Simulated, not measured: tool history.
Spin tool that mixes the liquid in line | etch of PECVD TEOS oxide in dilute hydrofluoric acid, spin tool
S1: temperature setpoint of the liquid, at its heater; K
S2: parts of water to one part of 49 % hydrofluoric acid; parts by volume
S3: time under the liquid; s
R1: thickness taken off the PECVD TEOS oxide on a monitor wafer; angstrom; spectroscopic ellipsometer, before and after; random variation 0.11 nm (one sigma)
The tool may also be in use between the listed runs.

run 1 day=0.000 | S1=293.15 S2=120 S3=105 | R1=209.68
run 2 day=0.121 | S1=293.15 S2=120 S3=105 | R1=210.11
run 3 day=0.333 | S1=292.15 S2=130 S3=105 | R1=184.77
run 4 day=0.638 | S1=291.65 S2=140 S3=105 | R1=164.24
run 5 day=0.942 | S1=291.65 S2=140 S3=115 | R1=180.17
run 6 day=1.233 | S1=294.15 S2=140 S3=115 | R1=198.61
run 7 day=1.571 | S1=293.15 S2=150 S3=115 | R1=177.53
run 8 day=1.612 | S1=292.15 S2=155 S3=115 | R1=161.51
run 9 day=1.721 | S1=292.15 S2=155 S3=115 | R1=162.54
run 10 day=1.758 | S1=291.65 S2=160 S3=115 | R1=155.69

The next listed run, before its measurement:
run 11 day=1.992 | S1=291.15 S2=165 S3=115 | R1=?

R1: 147.83 angstrom
